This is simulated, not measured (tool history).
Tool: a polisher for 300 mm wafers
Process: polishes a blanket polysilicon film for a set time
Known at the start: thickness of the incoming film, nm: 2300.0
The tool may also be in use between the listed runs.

run  hour  flow of slurry (ml/min)  pressure of the wafer on the pad (kPa)  speed of the pad under the wafer (m/s)  polishing time (s)  film removed (Å)
  1     0                      125                                    17.2                                    1.14                  40            3912.6
  2     1                      125                                    17.2                                    1.14                  42            4158.6
  3     7                      120                                    13.8                                    1.04                  42            3042.3
  4  12.7                      120                                    13.8                                    1.04                  40            2863.3
  5  20.5                      120                                    13.8                                    1.04                  42            3016.3
  6  25.9                      115                                    11.7                                       1                  42            2472.4
  7  31.7                      115                                    11.7                                       1                  42            2443.7
  8  36.8                      105                                    10.3                                       1                  42            2157.5
  9  39.8                       95                                     9.7                                       1                  42            1946.3
 10  42.3                       90                                     9.7                                       1                  42            1924.9

The next listed run, before its measurement:
 11    49                       80                                     8.3                                       1                  42                 ?

film removed (Å): 1601.1
